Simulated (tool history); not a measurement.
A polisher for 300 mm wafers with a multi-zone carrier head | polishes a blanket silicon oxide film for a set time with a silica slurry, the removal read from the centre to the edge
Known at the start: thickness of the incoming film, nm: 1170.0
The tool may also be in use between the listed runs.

run,day,flow of slurry (ml/min),pressure of the head's centre zone,pressure of the head's middle zone,pressure of the head's edge zone,abrasive content of the slurry,polishing time (s),film removed at the wafer's centre (angstrom),film removed at mid-radius (angstrom),film removed at the wafer's edge (angstrom)
1,0,180,1,1,1,1,45,1978.7,1945.2,1945
2,0.058,180,1,1,1.03,1,45,1997.3,1919.4,2001.4
3,0.221,175,0.98,0.98,1.01,0.9,42,1694.5,1712,1726.6
4,0.367,175,0.98,0.98,1.06,0.9,42,1678.4,1684.8,1761
5,0.742,175,0.98,0.98,1.01,0.9,42,1681.2,1654.8,1714.8
6,1.075,170,0.97,0.96,0.98,0.85,40,1502.3,1524.3,1544.3
7,1.233,165,0.97,0.94,0.97,0.8,39,1390.8,1364.2,1429.8
8,1.433,160,0.96,0.93,0.95,0.75,38,1259.1,1272.2,1307.9
9,1.471,155,0.95,0.91,0.93,0.7,38,1175.1,1157.2,1200.1
10,1.608,115,0.85,0.81,0.83,0.6,38,805.32,874.57,933.01
11,1.704,120,0.86,0.81,0.83,0.6,38,826.7,880.24,931.83
12,1.975,150,0.92,0.81,0.87,0.5,38,746.67,713.94,769.8
13,2.171,145,0.92,0.82,0.88,0.5,38,735.58,714.48,771.92
14,2.429,145,0.92,0.82,0.88,0.5,38,734.05,726.08,767.24
15,2.742,150,0.92,0.83,0.9,0.5,38,744.43,721.48,783.68
16,2.838,150,0.92,0.84,0.91,0.5,38,748.07,735.47,790.2
17,3.088,145,0.93,0.85,0.92,0.5,38,748.84,717.86,770.73
18,3.358,160,0.93,0.85,0.92,0.5,38,772.3,757.62,801.99
19,3.65,160,0.93,0.86,0.93,0.5,38,762.65,745.88,811.69
20,3.788,165,0.93,0.87,0.93,0.5,38,782.08,757.88,802.12
21,3.879,160,0.93,0.88,0.94,0.5,38,766.29,761.68,819.77
22,4.096,160,0.94,0.89,0.95,0.5,38,775.22,776.59,809.4
23,4.158,170,0.94,0.89,0.95,0.5,38,780.32,775.38,814.91
24,4.275,220,0.97,0.95,1.05,0.6,38,1078.1,1062,1124.5
25,4.596,210,0.96,0.94,1.03,0.6,38,1061.9,1038.8,1098.9

The next listed run, before its measurement:
26,4.658,210,0.96,0.94,1.03,0.6,38,?,?,?

film removed at the wafer's centre (angstrom): 1072.5
film removed at mid-radius (angstrom): 1047.7
film removed at the wafer's edge (angstrom): 1113.3

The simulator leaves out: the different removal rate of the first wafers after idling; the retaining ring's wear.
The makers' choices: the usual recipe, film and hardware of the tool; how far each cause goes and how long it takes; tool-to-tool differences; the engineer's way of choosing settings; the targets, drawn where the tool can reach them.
